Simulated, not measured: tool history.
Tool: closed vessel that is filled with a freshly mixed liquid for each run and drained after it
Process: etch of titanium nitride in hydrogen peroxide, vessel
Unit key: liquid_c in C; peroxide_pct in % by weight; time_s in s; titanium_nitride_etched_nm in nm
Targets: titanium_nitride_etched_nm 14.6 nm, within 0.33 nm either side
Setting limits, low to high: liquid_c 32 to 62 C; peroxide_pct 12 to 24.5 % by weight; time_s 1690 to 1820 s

| run | hour | liquid_c | peroxide_pct | time_s | titanium_nitride_etched_nm |
|---|---|---|---|---|---|
| 1 | 0 | 46 | 16.5 | 1690 | 32.461 |
| 2 | 5 | 46 | 16.5 | 1820 | 34.894 |
| 3 | 11.6 | 42 | 16.5 | 1820 | 25.855 |
| 4 | 18.5 | 37 | 16.5 | 1820 | 17.623 |
| 5 | 25.1 | 41.5 | 16.5 | 1820 | 24.859 |
| 6 | 31.8 | 41.5 | 14 | 1820 | 24.028 |
| 7 | 36.3 | 33.5 | 14 | 1820 | 12.855 |
| 8 | 43.7 | 34 | 14 | 1820 | 13.461 |
| 9 | 52.2 | 34.5 | 14 | 1820 | 13.969 |

Which single option among these 5 for the next run brings every result within its allowed miss of target? Just one does.
| A | 60.7 | 35 | 14.5 | 1740 | ? |
| B | 60.7 | 34.5 | 14.5 | 1795 | ? |
| C | 60.7 | 35.5 | 12 | 1820 | ? |
| D | 60.7 | 35 | 13 | 1720 | ? |
| E | 60.7 | 34 | 18 | 1805 | ? |

| move | titanium_nitride_etched_nm |
|---|---|
| A | 13.884 |
| B | 13.764 |
| C | 14.523 |
| D | 13.414 |
| E | 13.921 |
A: misses by more than the last run did
B: misses by more than the last run did
C: every result within its allowed miss
D: misses by more than the last run did
E: misses by more than the last run did
Answer: C
